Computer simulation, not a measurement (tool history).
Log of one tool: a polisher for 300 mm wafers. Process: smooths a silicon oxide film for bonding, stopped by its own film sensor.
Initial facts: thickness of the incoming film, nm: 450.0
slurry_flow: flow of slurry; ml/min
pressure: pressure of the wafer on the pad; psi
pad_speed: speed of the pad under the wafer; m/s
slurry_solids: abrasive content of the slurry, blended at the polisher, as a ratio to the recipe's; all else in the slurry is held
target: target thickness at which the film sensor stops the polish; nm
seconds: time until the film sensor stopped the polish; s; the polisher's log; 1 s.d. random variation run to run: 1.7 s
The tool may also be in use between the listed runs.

run 1 hour=0.0 | slurry_flow=190 pressure=2.5 pad_speed=0.70 slurry_solids=1.0 target=415 | seconds=50.797
run 2 hour=5.7 | slurry_flow=190 pressure=2.2 pad_speed=0.68 slurry_solids=1.0 target=415 | seconds=62.184
run 3 hour=9.0 | slurry_flow=190 pressure=2.0 pad_speed=0.68 slurry_solids=1.0 target=415 | seconds=67.189
run 4 hour=9.6 | slurry_flow=190 pressure=1.9 pad_speed=0.68 slurry_solids=1.0 target=415 | seconds=68.613
run 5 hour=10.7 | slurry_flow=225 pressure=1.9 pad_speed=0.68 slurry_solids=1.0 target=415 | seconds=68.932
run 6 hour=13.9 | slurry_flow=225 pressure=1.8 pad_speed=0.68 slurry_solids=1.0 target=415 | seconds=71.892

Estimate the outcome of run 7 from the log above:
run 7 hour=22.0 | slurry_flow=225 pressure=1.7 pad_speed=0.68 slurry_solids=1.0 target=415 | seconds=?

Run 7 produced seconds 74.359 s.

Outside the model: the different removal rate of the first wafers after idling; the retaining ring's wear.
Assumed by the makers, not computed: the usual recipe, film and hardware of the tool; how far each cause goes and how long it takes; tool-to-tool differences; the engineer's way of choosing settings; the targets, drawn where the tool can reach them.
